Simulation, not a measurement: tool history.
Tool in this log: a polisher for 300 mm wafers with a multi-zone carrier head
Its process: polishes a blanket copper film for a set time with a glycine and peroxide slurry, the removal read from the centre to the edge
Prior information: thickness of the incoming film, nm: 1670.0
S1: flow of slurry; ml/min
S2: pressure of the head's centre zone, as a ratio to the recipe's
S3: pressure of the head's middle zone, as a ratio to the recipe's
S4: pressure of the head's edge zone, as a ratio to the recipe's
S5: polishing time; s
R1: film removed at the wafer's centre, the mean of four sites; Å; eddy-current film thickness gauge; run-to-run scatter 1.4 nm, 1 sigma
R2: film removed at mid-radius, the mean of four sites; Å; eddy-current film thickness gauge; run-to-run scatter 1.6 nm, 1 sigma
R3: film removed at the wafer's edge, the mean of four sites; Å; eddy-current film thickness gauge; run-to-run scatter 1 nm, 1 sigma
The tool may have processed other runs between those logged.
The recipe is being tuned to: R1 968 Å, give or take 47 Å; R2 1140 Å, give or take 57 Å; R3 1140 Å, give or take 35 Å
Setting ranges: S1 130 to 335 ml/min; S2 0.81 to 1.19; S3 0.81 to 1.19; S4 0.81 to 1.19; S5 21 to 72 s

| run | day | S1 | S2 | S3 | S4 | S5 | R1 | R2 | R3 |
|---|---|---|---|---|---|---|---|---|---|
| 1 | 0 | 215 | 1 | 1 | 1 | 46 | 1453.9 | 1564.9 | 1506 |
| 2 | 0.35 | 245 | 1 | 1 | 1 | 46 | 1545.7 | 1545 | 1519.5 |
| 3 | 0.488 | 245 | 1 | 1.06 | 1 | 46 | 1553.8 | 1652.8 | 1520.6 |
| 4 | 0.85 | 245 | 1.08 | 1.06 | 1 | 46 | 1672.3 | 1656.1 | 1533.3 |
| 5 | 0.946 | 245 | 1.08 | 1.06 | 0.95 | 46 | 1656.4 | 1669.5 | 1504.2 |
| 6 | 1.238 | 280 | 1.08 | 1.06 | 0.95 | 46 | 1700 | 1644.8 | 1502.5 |
| 7 | 1.267 | 265 | 1.03 | 1.03 | 0.95 | 44 | 1505.9 | 1553.7 | 1453.8 |
| 8 | 1.479 | 260 | 1.01 | 1.01 | 0.94 | 42 | 1407.5 | 1434.6 | 1377.2 |
| 9 | 1.512 | 250 | 0.98 | 1 | 0.93 | 41 | 1323.9 | 1398.8 | 1340.8 |
| 10 | 1.654 | 250 | 0.98 | 1 | 0.93 | 41 | 1351.9 | 1429.8 | 1319 |
| 11 | 1.9 | 240 | 0.95 | 0.98 | 0.94 | 40 | 1271.7 | 1348.3 | 1295.7 |
| 12 | 2.158 | 225 | 0.92 | 0.96 | 0.94 | 39 | 1198.2 | 1254.5 | 1254.8 |
| 13 | 2.354 | 210 | 0.9 | 0.96 | 0.94 | 38 | 1070 | 1228.4 | 1224.1 |
| 14 | 2.421 | 165 | 0.9 | 0.92 | 0.88 | 36 | 988.73 | 1048.6 | 1078.2 |
|  | 2.721 | worn pad replaced by a new one |
| 15 | 2.721 | 170 | 0.89 | 0.93 | 0.89 | 36 | 1084.8 | 1192.9 | 1194.3 |

Below are 4 possible settings for the next run. Only one of them brings all results inside the allowed miss of their targets. Which is it?
| A | 3.021 | 190 | 0.97 | 0.84 | 0.87 | 36 | ? | ? | ? |
| B | 3.021 | 130 | 0.93 | 1 | 0.89 | 37 | ? | ? | ? |
| C | 3.021 | 210 | 0.83 | 0.94 | 0.92 | 33 | ? | ? | ? |
| D | 3.021 | 130 | 0.86 | 0.94 | 0.87 | 39 | ? | ? | ? |

| move | R1 | R2 | R3 |
|---|---|---|---|
| A | 1216.6 | 1133.3 | 1180.9 |
| B | 1096.9 | 1243.7 | 1155.2 |
| C | 970.63 | 1159.3 | 1122.2 |
| D | 1068 | 1245.1 | 1206.1 |
A: the biggest miss grows against the last run
B: the biggest miss grows against the last run
C: every result within its allowed miss
D: gains on the last run, yet a result remains outside its allowed miss
Go with C: it meets all targets.

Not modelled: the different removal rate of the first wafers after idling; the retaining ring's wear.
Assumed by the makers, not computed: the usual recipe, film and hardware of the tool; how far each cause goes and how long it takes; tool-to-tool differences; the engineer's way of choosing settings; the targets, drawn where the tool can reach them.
